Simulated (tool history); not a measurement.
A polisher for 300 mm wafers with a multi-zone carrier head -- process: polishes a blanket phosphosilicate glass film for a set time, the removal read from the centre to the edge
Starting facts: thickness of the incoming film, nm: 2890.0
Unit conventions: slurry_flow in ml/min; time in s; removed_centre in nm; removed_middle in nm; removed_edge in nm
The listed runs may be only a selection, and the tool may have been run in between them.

{"run": 1, "hour": 0.0, "slurry_flow": 270, "centre_zone": 1, "middle_zone": 1, "edge_zone": 1, "slurry_solids": 1, "time": 35, "removed_centre": 238.83, "removed_middle": 238.38, "removed_edge": 233.04}
{"run": 2, "hour": 1.4, "slurry_flow": 210, "centre_zone": 1, "middle_zone": 1, "edge_zone": 1, "slurry_solids": 1, "time": 35, "removed_centre": 230.63, "removed_middle": 231.41, "removed_edge": 225.43}
{"run": 3, "hour": 10.0, "slurry_flow": 200, "centre_zone": 0.96, "middle_zone": 1.01, "edge_zone": 0.99, "slurry_solids": 1, "time": 35, "removed_centre": 212.29, "removed_middle": 234.56, "removed_edge": 223.13}
{"run": 4, "hour": 17.9, "slurry_flow": 225, "centre_zone": 0.96, "middle_zone": 1.01, "edge_zone": 0.99, "slurry_solids": 1, "time": 35, "removed_centre": 216.05, "removed_middle": 235.15, "removed_edge": 227.63}
{"run": 5, "hour": 20.7, "slurry_flow": 215, "centre_zone": 0.95, "middle_zone": 1.01, "edge_zone": 0.97, "slurry_solids": 1, "time": 35, "removed_centre": 212.05, "removed_middle": 235.46, "removed_edge": 223.05}
{"run": 6, "hour": 24.3, "slurry_flow": 215, "centre_zone": 0.95, "middle_zone": 1.09, "edge_zone": 0.97, "slurry_solids": 1, "time": 35, "removed_centre": 217.74, "removed_middle": 249.98, "removed_edge": 225}
{"run": 7, "hour": 32.9, "slurry_flow": 205, "centre_zone": 0.93, "middle_zone": 1.07, "edge_zone": 0.96, "slurry_solids": 1, "time": 35, "removed_centre": 205.08, "removed_middle": 245.95, "removed_edge": 222.82}
{"run": 8, "hour": 41.9, "slurry_flow": 200, "centre_zone": 0.92, "middle_zone": 1.05, "edge_zone": 0.95, "slurry_solids": 1, "time": 35, "removed_centre": 205.98, "removed_middle": 237.95, "removed_edge": 219.97}
{"run": 9, "hour": 45.8, "slurry_flow": 195, "centre_zone": 0.9, "middle_zone": 1.05, "edge_zone": 0.94, "slurry_solids": 1, "time": 35, "removed_centre": 205.28, "removed_middle": 236, "removed_edge": 216.9}
{"run": 10, "hour": 46.6, "slurry_flow": 185, "centre_zone": 0.81, "middle_zone": 1.04, "edge_zone": 0.95, "slurry_solids": 0.95, "time": 35, "removed_centre": 178.88, "removed_middle": 227.61, "removed_edge": 211.44}

Estimate the outcome of run 11 from the log above:
{"run": 11, "hour": 49.2, "slurry_flow": 190, "centre_zone": 0.82, "middle_zone": 1.04, "edge_zone": 0.95, "slurry_solids": 0.95, "time": 35, "removed_centre": "?", "removed_middle": "?", "removed_edge": "?"}

removed_centre: 176.12 nm
removed_middle: 231.19 nm
removed_edge: 214.95 nm
